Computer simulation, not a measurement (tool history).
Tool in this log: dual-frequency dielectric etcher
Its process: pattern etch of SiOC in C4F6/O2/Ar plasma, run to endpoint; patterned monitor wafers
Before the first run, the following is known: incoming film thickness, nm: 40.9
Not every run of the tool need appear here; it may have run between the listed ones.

run,hour,bias power (W),source power (W),endpoint time (s)
1,0,457,420,13.492
2,7,486,420,13.261
3,15.6,522,440,12.912
4,24,481,440,13.154
5,31.2,481,480,12.778
6,33.8,511,500,12.431

Expected results for the next run?
7,42.6,533,520,?

endpoint time (s): 12.249

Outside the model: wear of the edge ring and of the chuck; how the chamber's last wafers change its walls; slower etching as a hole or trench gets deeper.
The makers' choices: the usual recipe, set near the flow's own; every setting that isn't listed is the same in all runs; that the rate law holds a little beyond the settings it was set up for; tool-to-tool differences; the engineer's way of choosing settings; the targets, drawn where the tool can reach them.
